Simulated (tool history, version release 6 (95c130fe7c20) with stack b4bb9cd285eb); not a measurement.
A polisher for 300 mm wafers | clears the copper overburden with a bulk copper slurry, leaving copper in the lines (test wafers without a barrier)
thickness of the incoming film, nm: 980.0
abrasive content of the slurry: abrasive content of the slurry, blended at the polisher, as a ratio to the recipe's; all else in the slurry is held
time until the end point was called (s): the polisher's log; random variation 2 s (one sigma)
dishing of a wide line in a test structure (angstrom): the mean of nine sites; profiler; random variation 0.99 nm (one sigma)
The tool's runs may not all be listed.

| run | hour | flow of slurry (ml/min) | pressure of the wafer on the pad (psi) | speed of the pad under the wafer (m/s) | abrasive content of the slurry | overpolish time after the end point (s) | time until the end point was called (s) | dishing of a wide line in a test structure (angstrom) |
|---|---|---|---|---|---|---|---|---|
| 1 | 0 | 310 | 3.5 | 1.02 | 1 | 29 | 104.66 | 1121 |
| 2 | 2.8 | 310 | 2.9 | 1.02 | 1 | 29 | 127.08 | 996.99 |
| 3 | 8.6 | 310 | 2.7 | 1.02 | 1 | 27 | 132.96 | 904.94 |
| 4 | 17.1 | 310 | 3.2 | 1.02 | 1 | 27 | 114.95 | 1013 |
| 5 | 18.8 | 310 | 2.9 | 1.02 | 1 | 26 | 125.2 | 927.75 |
| 6 | 23.2 | 310 | 3.5 | 1.02 | 1 | 26 | 106.78 | 1053.6 |
| 7 | 26.9 | 310 | 3.1 | 1.02 | 1 | 26 | 117.93 | 998.23 |
| 8 | 28.9 | 310 | 2.8 | 1.02 | 1 | 25 | 128.34 | 918.29 |

Run 9 comes next. What will it give?
| 9 | 32.3 | 310 | 2.6 | 1.02 | 1 | 25 | ? | ? |

{"run 9": {"time until the end point was called (s)": 137.04, "dishing of a wide line in a test structure (angstrom)": 870.47}}
